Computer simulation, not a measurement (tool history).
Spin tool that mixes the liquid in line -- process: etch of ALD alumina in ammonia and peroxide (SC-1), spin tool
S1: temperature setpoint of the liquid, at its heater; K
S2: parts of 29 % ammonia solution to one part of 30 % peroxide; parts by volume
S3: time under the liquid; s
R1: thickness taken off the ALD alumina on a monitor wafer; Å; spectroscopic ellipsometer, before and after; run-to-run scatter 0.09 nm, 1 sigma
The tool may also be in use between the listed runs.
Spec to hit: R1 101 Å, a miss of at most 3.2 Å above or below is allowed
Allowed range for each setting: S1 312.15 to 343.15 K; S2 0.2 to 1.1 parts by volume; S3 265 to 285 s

| run | day | S1 | S2 | S3 | R1 |
|---|---|---|---|---|---|
| 1 | 0 | 328.15 | 0.6 | 265 | 116.22 |
| 2 | 0.3 | 328.15 | 0.6 | 285 | 123.97 |
| 3 | 0.579 | 330.65 | 0.6 | 285 | 145.41 |
| 4 | 0.646 | 330.65 | 0.6 | 265 | 132.85 |
| 5 | 0.692 | 330.65 | 0.7 | 265 | 135.18 |
| 6 | 0.804 | 330.65 | 0.85 | 265 | 138.67 |
| 7 | 1.088 | 329.65 | 0.85 | 265 | 131.3 |
| 8 | 1.221 | 329.15 | 0.85 | 265 | 125.93 |
| 9 | 1.583 | 328.65 | 0.85 | 265 | 122 |
| 10 | 1.896 | 328.15 | 0.85 | 265 | 121.81 |
| 11 | 2.229 | 327.65 | 0.85 | 265 | 119.04 |
| 12 | 2.542 | 327.15 | 0.85 | 265 | 115.22 |
| 13 | 2.725 | 326.65 | 0.85 | 265 | 111.69 |
| 14 | 3.071 | 326.15 | 0.85 | 265 | 107.98 |
| 15 | 3.383 | 325.65 | 0.85 | 265 | 103.3 |

Exercise: of the 4 proposed moves below, exactly one satisfies all targets within the stated allowed misses. Which move is it?
| A | 3.696 | 323.65 | 0.8 | 285 | ? |
| B | 3.696 | 324.65 | 0.85 | 285 | ? |
| C | 3.696 | 325.15 | 0.75 | 285 | ? |
| D | 3.696 | 325.15 | 0.85 | 285 | ? |

| move | R1 |
|---|---|
| A | 100.52 |
| B | 106.77 |
| C | 108.41 |
| D | 109.71 |
A: in spec on every target
B: lands further from the targets than the last run did
C: lands further from the targets than the last run did
D: lands further from the targets than the last run did
Answer: A

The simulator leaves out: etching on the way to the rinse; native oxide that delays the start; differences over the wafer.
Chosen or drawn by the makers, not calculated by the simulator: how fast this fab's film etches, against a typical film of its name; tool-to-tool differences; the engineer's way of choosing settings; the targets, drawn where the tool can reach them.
